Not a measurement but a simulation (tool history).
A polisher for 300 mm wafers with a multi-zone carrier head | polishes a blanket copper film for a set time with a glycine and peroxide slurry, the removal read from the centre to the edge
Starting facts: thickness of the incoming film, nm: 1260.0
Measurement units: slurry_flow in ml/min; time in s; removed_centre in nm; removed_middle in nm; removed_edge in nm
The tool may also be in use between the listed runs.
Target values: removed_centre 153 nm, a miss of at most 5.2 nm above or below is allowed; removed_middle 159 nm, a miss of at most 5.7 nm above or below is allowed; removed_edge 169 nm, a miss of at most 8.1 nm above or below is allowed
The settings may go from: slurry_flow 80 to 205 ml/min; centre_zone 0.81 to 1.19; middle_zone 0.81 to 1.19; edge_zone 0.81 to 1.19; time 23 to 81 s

Run 1, day 0: slurry_flow 135 ml/min, centre_zone 1, middle_zone 1, edge_zone 1, time 52 s. Result: removed_centre 191.1 nm, removed_middle 180.32 nm, removed_edge 188.57 nm.
Run 2, day 0.304: slurry_flow 135 ml/min, centre_zone 1.08, middle_zone 1, edge_zone 1, time 52 s. Result: removed_centre 205.87 nm, removed_middle 184.99 nm, removed_edge 187.72 nm.
Run 3, day 0.554: slurry_flow 135 ml/min, centre_zone 1.08, middle_zone 1, edge_zone 1.07, time 52 s. Result: removed_centre 204.18 nm, removed_middle 184.85 nm, removed_edge 188.57 nm.
Run 4, day 0.662: slurry_flow 125 ml/min, centre_zone 1.04, middle_zone 1.01, edge_zone 1.08, time 51 s. Result: removed_centre 189.81 nm, removed_middle 178.28 nm, removed_edge 187.94 nm.
Run 5, day 1.025: slurry_flow 120 ml/min, centre_zone 1.01, middle_zone 1.02, edge_zone 1.07, time 49 s. Result: removed_centre 176.11 nm, removed_middle 169.32 nm, removed_edge 178.3 nm.
Run 6, day 1.208: slurry_flow 120 ml/min, centre_zone 0.93, middle_zone 1.02, edge_zone 1.07, time 49 s. Result: removed_centre 162.3 nm, removed_middle 173.37 nm, removed_edge 179.6 nm.
Run 7, day 1.562: slurry_flow 115 ml/min, centre_zone 0.93, middle_zone 1.02, edge_zone 1.06, time 49 s. Result: removed_centre 161.13 nm, removed_middle 173.22 nm, removed_edge 177.62 nm.
Run 8, day 1.775: slurry_flow 90 ml/min, centre_zone 0.93, middle_zone 0.96, edge_zone 1.03, time 48 s. Result: removed_centre 144.23 nm, removed_middle 147.8 nm, removed_edge 162.03 nm.

Of the 4 settings listed for the next run, only one would bring every result within its allowed miss of target. Which one?
Run A, day 1.988: slurry_flow 130 ml/min, centre_zone 0.95, middle_zone 1.02, edge_zone 0.89, time 44 s. Result: removed_centre ?, removed_middle ?, removed_edge ?.
Run B, day 1.988: slurry_flow 125 ml/min, centre_zone 0.9, middle_zone 0.96, edge_zone 1, time 47 s. Result: removed_centre ?, removed_middle ?, removed_edge ?.
Run C, day 1.988: slurry_flow 120 ml/min, centre_zone 1.02, middle_zone 1.11, edge_zone 1, time 43 s. Result: removed_centre ?, removed_middle ?, removed_edge ?.
Run D, day 1.988: slurry_flow 140 ml/min, centre_zone 0.96, middle_zone 1.06, edge_zone 1.04, time 45 s. Result: removed_centre ?, removed_middle ?, removed_edge ?.

move  removed_centre  removed_middle  removed_edge
   A          153.64          155.96        149.53
   B          154.24          157.51        165.98
   C          156.97          159.47        150.46
   D          161.85          167.15        164.31
A: gets the furthest-off result to its target, but another result is out of tolerance
B: each result inside its tolerance
C: gets the furthest-off result to its target, but another result is out of tolerance
D: takes the result that was furthest off past its target
Correct choice: B, which meets every target
